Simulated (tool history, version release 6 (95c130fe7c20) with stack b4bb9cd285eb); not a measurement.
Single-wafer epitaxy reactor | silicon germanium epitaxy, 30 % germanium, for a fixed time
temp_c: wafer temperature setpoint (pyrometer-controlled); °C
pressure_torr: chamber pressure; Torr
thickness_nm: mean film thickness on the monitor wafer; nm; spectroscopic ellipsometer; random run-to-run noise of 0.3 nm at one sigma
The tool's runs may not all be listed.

| run | day | temp_c | pressure_torr | thickness_nm |
|---|---|---|---|---|
| 1 | 0 | 605 | 15.4 | 58.313 |
| 2 | 0.246 | 605 | 12.8 | 55.714 |
| 3 | 0.504 | 607 | 12.8 | 57.853 |
| 4 | 0.7 | 601 | 12.8 | 50.821 |
| 5 | 0.946 | 601 | 11.7 | 50.044 |
| 6 | 1.212 | 604 | 11.7 | 52.893 |
| 7 | 1.446 | 606 | 11.7 | 55.081 |
| 8 | 1.812 | 608 | 11.7 | 57.658 |
| 9 | 2.162 | 609 | 11.7 | 58.934 |

Run 10 comes next. What will it give?
| 10 | 2.283 | 614 | 11.8 | ? |

{"run 10": {"thickness_nm": 65.458}}

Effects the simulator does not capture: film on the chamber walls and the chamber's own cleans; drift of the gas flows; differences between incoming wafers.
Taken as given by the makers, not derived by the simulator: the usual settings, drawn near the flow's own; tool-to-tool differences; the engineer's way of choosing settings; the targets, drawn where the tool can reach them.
